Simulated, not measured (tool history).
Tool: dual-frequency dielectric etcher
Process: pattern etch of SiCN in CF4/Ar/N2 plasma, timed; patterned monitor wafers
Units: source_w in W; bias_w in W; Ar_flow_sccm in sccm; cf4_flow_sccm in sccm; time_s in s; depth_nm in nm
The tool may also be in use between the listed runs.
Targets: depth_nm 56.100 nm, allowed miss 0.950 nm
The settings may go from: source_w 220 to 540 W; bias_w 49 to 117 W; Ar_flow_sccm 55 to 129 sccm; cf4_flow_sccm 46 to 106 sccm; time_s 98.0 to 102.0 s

{"run": 1, "day": 0.0, "source_w": 380, "bias_w": 83, "Ar_flow_sccm": 92, "cf4_flow_sccm": 76, "time_s": 98.0, "depth_nm": 85.793}
{"run": 2, "day": 0.346, "source_w": 360, "bias_w": 81, "Ar_flow_sccm": 92, "cf4_flow_sccm": 76, "time_s": 98.0, "depth_nm": 80.097}
{"run": 3, "day": 0.404, "source_w": 360, "bias_w": 81, "Ar_flow_sccm": 98, "cf4_flow_sccm": 76, "time_s": 98.0, "depth_nm": 79.6}
{"run": 4, "day": 0.604, "source_w": 340, "bias_w": 81, "Ar_flow_sccm": 98, "cf4_flow_sccm": 76, "time_s": 98.0, "depth_nm": 74.592}
{"run": 5, "day": 0.704, "source_w": 340, "bias_w": 81, "Ar_flow_sccm": 98, "cf4_flow_sccm": 86, "time_s": 98.0, "depth_nm": 76.796}
{"run": 6, "day": 0.838, "source_w": 340, "bias_w": 75, "Ar_flow_sccm": 98, "cf4_flow_sccm": 86, "time_s": 98.0, "depth_nm": 74.541}
{"run": 7, "day": 0.888, "source_w": 330, "bias_w": 75, "Ar_flow_sccm": 98, "cf4_flow_sccm": 86, "time_s": 98.0, "depth_nm": 72.256}
{"run": 8, "day": 1.262, "source_w": 330, "bias_w": 75, "Ar_flow_sccm": 98, "cf4_flow_sccm": 86, "time_s": 98.0, "depth_nm": 72.437}
{"run": 9, "day": 1.454, "source_w": 320, "bias_w": 75, "Ar_flow_sccm": 98, "cf4_flow_sccm": 86, "time_s": 98.0, "depth_nm": 69.656}
{"run": 10, "day": 1.683, "source_w": 240, "bias_w": 74, "Ar_flow_sccm": 98, "cf4_flow_sccm": 86, "time_s": 98.0, "depth_nm": 49.966}
{"run": 11, "day": 1.871, "source_w": 260, "bias_w": 74, "Ar_flow_sccm": 98, "cf4_flow_sccm": 86, "time_s": 98.0, "depth_nm": 54.779}
{"run": 12, "day": 2.108, "source_w": 270, "bias_w": 74, "Ar_flow_sccm": 98, "cf4_flow_sccm": 86, "time_s": 98.0, "depth_nm": 57.465}
{"run": 13, "day": 2.35, "source_w": 260, "bias_w": 74, "Ar_flow_sccm": 98, "cf4_flow_sccm": 86, "time_s": 98.0, "depth_nm": 54.895}
{"run": 14, "day": 2.642, "source_w": 270, "bias_w": 74, "Ar_flow_sccm": 98, "cf4_flow_sccm": 86, "time_s": 98.0, "depth_nm": 57.078}
{"run": 15, "day": 2.9, "source_w": 270, "bias_w": 73, "Ar_flow_sccm": 98, "cf4_flow_sccm": 86, "time_s": 98.0, "depth_nm": 57.084}

4 next moves are on the table. One of them brings every result within its allowed miss. Which?
{"run": "A", "day": 3.158, "source_w": 250, "bias_w": 74, "Ar_flow_sccm": 112, "cf4_flow_sccm": 106, "time_s": 102.0, "depth_nm": "?"}
{"run": "B", "day": 3.158, "source_w": 260, "bias_w": 87, "Ar_flow_sccm": 102, "cf4_flow_sccm": 76, "time_s": 101.0, "depth_nm": "?"}
{"run": "C", "day": 3.158, "source_w": 250, "bias_w": 75, "Ar_flow_sccm": 93, "cf4_flow_sccm": 80, "time_s": 100.5, "depth_nm": "?"}
{"run": "D", "day": 3.158, "source_w": 290, "bias_w": 61, "Ar_flow_sccm": 86, "cf4_flow_sccm": 89, "time_s": 98.0, "depth_nm": "?"}

move=A depth_nm=55.821
move=B depth_nm=58.695
move=C depth_nm=53.653
move=D depth_nm=59.184
A: meets every target
B: further off than the last run
C: takes the result that was furthest off past its target
D: further off than the last run
Move A is the one to make.
